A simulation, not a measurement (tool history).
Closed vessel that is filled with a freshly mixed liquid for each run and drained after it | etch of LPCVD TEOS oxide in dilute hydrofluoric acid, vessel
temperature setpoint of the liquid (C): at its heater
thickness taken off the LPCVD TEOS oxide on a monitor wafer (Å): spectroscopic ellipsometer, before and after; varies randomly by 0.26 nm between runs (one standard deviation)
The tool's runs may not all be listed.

run,day,temperature setpoint of the liquid (C),parts of water to one part of 49 % hydrofluoric acid (parts by volume),time in the liquid (s),thickness taken off the LPCVD TEOS oxide on a monitor wafer (Å)
1,0.000,21.0,105,110,275.45
2,0.088,18.0,105,110,246.27
3,0.333,20.0,105,110,265.73
4,0.654,22.0,105,110,289.82
5,0.912,23.0,105,110,304.09
6,1.196,26.0,105,110,335.96

Run 7, settings as shown, results not yet in. Your forecast:
7,1.429,26.5,105,110,?

{"run 7": {"thickness taken off the LPCVD TEOS oxide on a monitor wafer (Å)": 348.03}}

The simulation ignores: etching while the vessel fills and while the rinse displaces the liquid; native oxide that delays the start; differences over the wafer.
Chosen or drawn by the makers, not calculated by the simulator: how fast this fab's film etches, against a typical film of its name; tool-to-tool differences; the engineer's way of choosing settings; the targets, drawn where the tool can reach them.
